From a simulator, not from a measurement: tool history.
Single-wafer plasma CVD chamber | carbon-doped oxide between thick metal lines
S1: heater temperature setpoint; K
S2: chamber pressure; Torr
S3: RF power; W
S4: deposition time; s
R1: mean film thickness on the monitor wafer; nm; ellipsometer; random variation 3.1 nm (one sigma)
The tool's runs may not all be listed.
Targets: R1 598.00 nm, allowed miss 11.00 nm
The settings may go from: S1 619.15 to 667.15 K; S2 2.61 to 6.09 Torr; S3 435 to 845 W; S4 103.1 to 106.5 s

run 1 hour=0.0 | S1=643.15 S2=4.35 S3=640 S4=103.1 | R1=538.65
run 2 hour=7.0 | S1=634.15 S2=4.35 S3=640 S4=103.1 | R1=554.00
run 3 hour=8.2 | S1=633.15 S2=4.43 S3=645 S4=103.1 | R1=564.12
run 4 hour=15.0 | S1=641.15 S2=4.43 S3=645 S4=103.1 | R1=550.02
run 5 hour=21.7 | S1=641.15 S2=4.43 S3=645 S4=103.1 | R1=549.82
run 6 hour=24.5 | S1=640.15 S2=4.52 S3=645 S4=103.1 | R1=556.12
run 7 hour=27.8 | S1=639.15 S2=4.59 S3=645 S4=103.1 | R1=554.12
run 8 hour=32.6 | S1=638.15 S2=4.66 S3=650 S4=103.1 | R1=569.67
run 9 hour=33.3 | S1=637.15 S2=4.69 S3=650 S4=103.1 | R1=564.46
run 10 hour=41.8 | S1=636.15 S2=4.75 S3=650 S4=103.1 | R1=568.86

Which of these 5 next moves meets every target?
run A hour=50.3 | S1=633.15 S2=4.40 S3=615 S4=103.1 | R1=?
run B hour=50.3 | S1=634.15 S2=4.53 S3=695 S4=106.5 | R1=?
run C hour=50.3 | S1=637.15 S2=5.39 S3=650 S4=103.1 | R1=?
run D hour=50.3 | S1=640.15 S2=4.52 S3=620 S4=103.2 | R1=?
run E hour=50.3 | S1=636.15 S2=4.51 S3=670 S4=106.5 | R1=?

move=A R1=538.28
move=B R1=619.37
move=C R1=575.76
move=D R1=536.35
move=E R1=597.45
A: further off than the last run
B: takes the result that was furthest off past its target
C: nearer than the last run, and not there yet
D: further off than the last run
E: meets every target
Answer: E
